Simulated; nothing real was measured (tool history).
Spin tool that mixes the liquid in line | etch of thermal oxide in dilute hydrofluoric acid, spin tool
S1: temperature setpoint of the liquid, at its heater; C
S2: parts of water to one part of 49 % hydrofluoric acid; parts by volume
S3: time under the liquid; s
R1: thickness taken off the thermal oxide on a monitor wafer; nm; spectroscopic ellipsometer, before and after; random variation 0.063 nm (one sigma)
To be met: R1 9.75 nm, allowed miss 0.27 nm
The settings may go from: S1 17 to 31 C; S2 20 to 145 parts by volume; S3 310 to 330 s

Run 1, hour 0: S1 23 C, S2 80 parts by volume, S3 310 s. Result: R1 18.323 nm.
Run 2, hour 5.1: S1 22.5 C, S2 85 parts by volume, S3 310 s. Result: R1 16.691 nm.
Run 3, hour 13.1: S1 22.5 C, S2 85 parts by volume, S3 330 s. Result: R1 17.73 nm.
Run 4, hour 19.8: S1 24 C, S2 85 parts by volume, S3 330 s. Result: R1 18.984 nm.
Run 5, hour 23.7: S1 23 C, S2 90 parts by volume, S3 330 s. Result: R1 17.073 nm.
At hour 25.9: thermometer replaced.
Run 6, hour 25.9: S1 20 C, S2 90 parts by volume, S3 330 s. Result: R1 14.459 nm.
Run 7, hour 32.7: S1 19.5 C, S2 90 parts by volume, S3 330 s. Result: R1 14.179 nm.
Run 8, hour 34.6: S1 19 C, S2 90 parts by volume, S3 330 s. Result: R1 14.003 nm.
Run 9, hour 36.9: S1 18.5 C, S2 90 parts by volume, S3 330 s. Result: R1 13.535 nm.
Run 10, hour 39: S1 17.5 C, S2 100 parts by volume, S3 330 s. Result: R1 11.482 nm.
Run 11, hour 46.6: S1 17 C, S2 105 parts by volume, S3 330 s. Result: R1 10.877 nm.
Run 12, hour 52.5: S1 17 C, S2 110 parts by volume, S3 330 s. Result: R1 10.202 nm.

Which of these 4 next moves meets every target?
Run A, hour 58.4: S1 18 C, S2 115 parts by volume, S3 320 s. Result: R1 ?.
Run B, hour 58.4: S1 17 C, S2 105 parts by volume, S3 320 s. Result: R1 ?.
Run C, hour 58.4: S1 17 C, S2 105 parts by volume, S3 315 s. Result: R1 ?.
Run D, hour 58.4: S1 19 C, S2 115 parts by volume, S3 330 s. Result: R1 ?.

move      R1
   A  9.8357
   B   10.44
   C  10.276
   D   10.57
A: meets every target
B: further off than the last run
C: further off than the last run
D: further off than the last run
Answer: A

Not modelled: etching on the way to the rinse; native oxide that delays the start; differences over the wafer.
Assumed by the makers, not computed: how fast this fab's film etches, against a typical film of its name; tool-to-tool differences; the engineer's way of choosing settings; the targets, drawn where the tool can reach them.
